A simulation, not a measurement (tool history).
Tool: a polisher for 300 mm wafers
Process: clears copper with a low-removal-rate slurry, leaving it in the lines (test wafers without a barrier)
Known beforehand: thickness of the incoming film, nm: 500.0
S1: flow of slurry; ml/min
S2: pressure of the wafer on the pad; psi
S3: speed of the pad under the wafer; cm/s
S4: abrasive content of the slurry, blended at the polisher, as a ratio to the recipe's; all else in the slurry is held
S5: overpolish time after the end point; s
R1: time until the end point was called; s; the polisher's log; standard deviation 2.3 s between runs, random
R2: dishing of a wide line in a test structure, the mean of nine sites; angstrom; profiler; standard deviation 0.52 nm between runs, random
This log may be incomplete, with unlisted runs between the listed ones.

| run | hour | S1 | S2 | S3 | S4 | S5 | R1 | R2 |
|---|---|---|---|---|---|---|---|---|
| 1 | 0 | 235 | 3.4 | 106 | 1 | 27 | 154.39 | 374.06 |
| 2 | 6.8 | 235 | 3.4 | 106 | 0.85 | 27 | 160.84 | 354.93 |
| 3 | 12.2 | 210 | 3.4 | 106 | 0.85 | 27 | 160.85 | 353.1 |
| 4 | 18.6 | 210 | 3.4 | 106 | 0.7 | 27 | 172.63 | 339.12 |
| 5 | 19.6 | 210 | 3.4 | 106 | 0.7 | 32 | 173.17 | 367.72 |
| 6 | 28.6 | 210 | 2.5 | 106 | 0.7 | 32 | 236.53 | 322.28 |
| 7 | 35.7 | 210 | 2.4 | 106 | 0.7 | 33 | 243.06 | 311.12 |
| 8 | 37.7 | 210 | 2.4 | 106 | 0.7 | 33 | 238.54 | 314.2 |
| 9 | 39.9 | 210 | 2.3 | 106 | 0.7 | 35 | 251.21 | 308.58 |
| 10 | 44.8 | 210 | 2.3 | 106 | 0.7 | 37 | 252.1 | 324.01 |
| 11 | 52.7 | 210 | 2.3 | 106 | 0.7 | 38 | 251.26 | 334.57 |
|  | 58.5 | slurry blender recalibrated |
| 12 | 58.5 | 210 | 2.2 | 106 | 0.7 | 39 | 245.28 | 332.82 |
| 13 | 63 | 210 | 2.2 | 106 | 0.7 | 39 | 247.05 | 338.58 |
| 14 | 68.4 | 205 | 2.1 | 106 | 0.7 | 40 | 257.69 | 332.38 |
| 15 | 72.3 | 205 | 2 | 106 | 0.7 | 41 | 270.73 | 330.43 |
| 16 | 80.9 | 195 | 1.8 | 106 | 0.7 | 45 | 298.83 | 326.21 |
| 17 | 88.2 | 200 | 1.8 | 106 | 0.7 | 45 | 300.59 | 321.27 |

Forecast run 18:
| 18 | 92.8 | 205 | 1.8 | 106 | 0.7 | 45 | ? | ? |

{"run 18": {"R1": 300.72, "R2": 323.68}}
